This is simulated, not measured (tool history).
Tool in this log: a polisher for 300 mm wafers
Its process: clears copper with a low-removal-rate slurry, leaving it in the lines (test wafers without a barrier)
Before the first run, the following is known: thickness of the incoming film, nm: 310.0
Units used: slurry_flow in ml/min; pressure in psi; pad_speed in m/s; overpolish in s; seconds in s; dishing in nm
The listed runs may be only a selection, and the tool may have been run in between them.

run	hour	slurry_flow	pressure	pad_speed	slurry_solids	overpolish	seconds	dishing
1	0	265	3.6	0.86	1	8	109.64	18.329
2	2.5	265	3.6	0.96	1	8	99.551	20.732
3	6.6	265	3.6	0.96	1	11	100.85	27.445
4	8.6	265	3.3	0.96	1	11	108.36	24.902
5	16.1	265	2.6	0.96	1	11	138.3	20.337
6	23.4	265	2.6	0.96	1	13	141.04	23.618

Expected results for the next run?
7	29.9	265	2.5	0.96	1	13	?	?

For run 7 the tool returned seconds 141.61 s, dishing 22.6 nm.

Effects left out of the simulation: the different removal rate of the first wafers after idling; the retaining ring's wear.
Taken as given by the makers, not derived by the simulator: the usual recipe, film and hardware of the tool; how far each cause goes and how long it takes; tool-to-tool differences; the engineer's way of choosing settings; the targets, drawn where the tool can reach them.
